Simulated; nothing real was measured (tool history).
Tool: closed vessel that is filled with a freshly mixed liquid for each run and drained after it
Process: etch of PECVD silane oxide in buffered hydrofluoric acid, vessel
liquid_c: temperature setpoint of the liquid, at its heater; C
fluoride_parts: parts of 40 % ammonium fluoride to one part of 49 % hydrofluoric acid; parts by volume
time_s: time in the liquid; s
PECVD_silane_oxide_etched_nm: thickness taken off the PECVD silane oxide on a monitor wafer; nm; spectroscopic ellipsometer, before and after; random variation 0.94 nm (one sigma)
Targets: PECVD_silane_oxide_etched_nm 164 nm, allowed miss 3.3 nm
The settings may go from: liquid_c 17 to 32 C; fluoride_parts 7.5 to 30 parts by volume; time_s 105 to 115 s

run,day,liquid_c,fluoride_parts,time_s,PECVD_silane_oxide_etched_nm
1,0,24,22,105,97
2,0.042,25.5,21.5,105,106.91
3,0.279,25.5,21.5,115,117.08
4,0.475,22,21.5,115,96.212
5,0.575,20,21.5,115,87.091
6,0.954,18.5,21.5,115,79.059
7,1.288,22.5,21,115,101.55
8,1.479,24.5,21,115,113.14
9,1.762,24.5,21,115,113.85
10,1.875,26,21,115,124.26
11,2.104,27,21,115,129.15
12,2.329,28,21,115,137.29

Which of these 5 next moves meets every target?
A,2.554,27,16,115,?
B,2.554,30.5,25.5,110,?
C,2.554,30.5,18,110,?
D,2.554,29.5,17,110,?
E,2.554,31,19.5,110,?

move,PECVD_silane_oxide_etched_nm
A,171.09
B,129.99
C,175.52
D,176.12
E,166.57
A: takes the result that was furthest off past its target
B: further off than the last run
C: takes the result that was furthest off past its target
D: takes the result that was furthest off past its target
E: meets every target
Move E is the one to make.
